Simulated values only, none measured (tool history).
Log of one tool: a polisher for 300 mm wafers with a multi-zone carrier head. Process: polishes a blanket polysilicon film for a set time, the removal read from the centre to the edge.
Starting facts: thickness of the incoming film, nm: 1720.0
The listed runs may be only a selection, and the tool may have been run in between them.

run	hour	flow of slurry (ml/min)	pressure of the head's centre zone	pressure of the head's middle zone	pressure of the head's edge zone	polishing time (s)	film removed at the wafer's centre (angstrom)	film removed at mid-radius (angstrom)	film removed at the wafer's edge (angstrom)
1	0	215	1	1	1	61	6329.8	6383.7	6259.4
2	1.9	215	1	0.94	1	61	6386.4	6074.9	6361.9
3	6	215	1	0.94	1.05	61	6349.8	6047.8	6476.9
4	11.7	190	1.02	0.9	0.99	49	5114.6	4634.4	5034.6
5	18.6	185	1.04	0.87	0.95	42	4449.7	3852.6	4253.4
6	23.6	180	1.05	0.85	0.91	39	4192.6	3507.9	3859
7	27.3	170	1.05	0.84	0.89	38	4041	3289	3725

Expected results for the next run?
8	35.9	170	1.05	0.84	0.86	37	?	?	?

film removed at the wafer's centre (angstrom): 3974.6
film removed at mid-radius (angstrom): 3214.1
film removed at the wafer's edge (angstrom): 3581.9
